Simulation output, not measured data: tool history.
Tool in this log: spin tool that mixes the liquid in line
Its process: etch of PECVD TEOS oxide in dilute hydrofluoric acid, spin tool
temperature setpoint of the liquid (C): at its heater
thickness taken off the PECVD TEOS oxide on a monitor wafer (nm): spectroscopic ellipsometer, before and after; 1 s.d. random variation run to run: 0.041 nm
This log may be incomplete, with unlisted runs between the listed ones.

| run | hour | temperature setpoint of the liquid (C) | parts of water to one part of 49 % hydrofluoric acid (parts by volume) | time under the liquid (s) | thickness taken off the PECVD TEOS oxide on a monitor wafer (nm) |
|---|---|---|---|---|---|
| 1 | 0 | 21 | 105 | 15 | 2.508 |
| 2 | 8.7 | 23 | 85 | 15 | 3.47 |
| 3 | 14.3 | 23 | 100 | 15 | 2.8897 |
| 4 | 15.2 | 24.5 | 85 | 15 | 3.6896 |
| 5 | 24.2 | 21.5 | 85 | 15 | 3.2718 |
| 6 | 29.2 | 23 | 70 | 15 | 4.2841 |
| 7 | 38 | 24.5 | 60 | 15 | 5.4234 |
| 8 | 43.7 | 25.5 | 55 | 15 | 6.2234 |

For run 9, what comes out?
| 9 | 44.5 | 29 | 45 | 15 | ? |

{"run 9": {"thickness taken off the PECVD TEOS oxide on a monitor wafer (nm)": 8.7622}}
